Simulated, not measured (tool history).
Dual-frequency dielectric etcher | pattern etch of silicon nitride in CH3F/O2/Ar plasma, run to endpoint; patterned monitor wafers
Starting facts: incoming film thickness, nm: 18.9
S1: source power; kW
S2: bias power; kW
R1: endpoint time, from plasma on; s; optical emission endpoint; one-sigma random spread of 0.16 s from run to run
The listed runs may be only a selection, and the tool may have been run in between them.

{"run": 1, "hour": 0.0, "S1": 0.41, "S2": 0.079, "R1": 25.855}
{"run": 2, "hour": 6.6, "S1": 0.41, "S2": 0.066, "R1": 27.166}
{"run": 3, "hour": 8.8, "S1": 0.41, "S2": 0.075, "R1": 26.35}
{"run": 4, "hour": 16.1, "S1": 0.44, "S2": 0.077, "R1": 25.467}
{"run": 5, "hour": 24.3, "S1": 0.44, "S2": 0.066, "R1": 26.643}
{"run": 6, "hour": 31.5, "S1": 0.4, "S2": 0.066, "R1": 27.343}
{"run": 7, "hour": 38.1, "S1": 0.48, "S2": 0.082, "R1": 24.19}
{"run": 8, "hour": 40.6, "S1": 0.49, "S2": 0.083, "R1": 24.364}

Run 9 has not been measured yet. What should we expect?
{"run": 9, "hour": 47.3, "S1": 0.5, "S2": 0.085, "R1": "?"}

R1: 23.866 s
